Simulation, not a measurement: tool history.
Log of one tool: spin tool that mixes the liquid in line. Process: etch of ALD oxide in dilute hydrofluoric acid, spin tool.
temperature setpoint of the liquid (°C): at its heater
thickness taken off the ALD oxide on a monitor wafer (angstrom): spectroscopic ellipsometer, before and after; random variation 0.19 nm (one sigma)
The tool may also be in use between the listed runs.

run,hour,temperature setpoint of the liquid (°C),parts of water to one part of 49 % hydrofluoric acid (parts by volume),time under the liquid (s),thickness taken off the ALD oxide on a monitor wafer (angstrom)
1,0.0,25.0,190,300,372.63
2,3.6,23.5,200,300,330.24
3,8.6,23.5,200,325,362.45
4,9.8,22.5,210,325,324.41
5,13.3,22.5,145,325,504.06
6,17.0,22.5,205,325,330.03
7,21.2,21.5,210,325,315.07

Forecast run 8:
# hour 22.0: thermometer replaced
8,22.0,20.5,220,325,?

thickness taken off the ALD oxide on a monitor wafer (angstrom): 264.61
